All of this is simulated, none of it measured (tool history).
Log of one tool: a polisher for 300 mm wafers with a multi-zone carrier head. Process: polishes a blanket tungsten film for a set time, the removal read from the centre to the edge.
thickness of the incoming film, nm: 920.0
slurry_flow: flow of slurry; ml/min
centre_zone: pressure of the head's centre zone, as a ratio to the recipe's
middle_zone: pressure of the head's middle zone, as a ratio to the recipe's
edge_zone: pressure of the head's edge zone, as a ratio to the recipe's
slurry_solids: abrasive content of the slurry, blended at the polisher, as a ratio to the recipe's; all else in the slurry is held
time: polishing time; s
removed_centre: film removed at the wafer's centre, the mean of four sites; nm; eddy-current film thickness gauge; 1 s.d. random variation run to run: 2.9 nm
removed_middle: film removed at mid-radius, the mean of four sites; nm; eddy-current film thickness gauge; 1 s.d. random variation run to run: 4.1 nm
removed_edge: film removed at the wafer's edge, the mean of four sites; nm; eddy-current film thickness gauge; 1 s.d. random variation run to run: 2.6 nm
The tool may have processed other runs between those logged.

run	hour	slurry_flow	centre_zone	middle_zone	edge_zone	slurry_solids	time	removed_centre	removed_middle	removed_edge
1	0	130	1	1	1	1	72	298.13	319.43	312.31
2	8.8	130	1	0.96	1	1	72	302.12	306.22	314.97
3	12.5	130	1	1.01	1	1	72	296.07	318.96	311.22
4	15.9	150	1	1.01	1	1	72	306.03	335.72	318.94
5	17.4	140	0.95	1.01	1.01	1	72	293.96	323.97	316.22
6	23.4	140	0.95	1.01	0.95	1	72	295.87	317.16	309.63
7	31.2	125	0.91	1.02	1	0.95	72	274.17	313.17	310.94
8	33.8	115	0.88	1.03	1.02	0.9	72	251.53	308.63	303.58

Estimate the outcome of run 9 from the log above:
9	38.6	110	0.86	1.02	1.03	0.9	72	?	?	?

{"run 9": {"removed_centre": 249.1, "removed_middle": 299.89, "removed_edge": 303.18}}
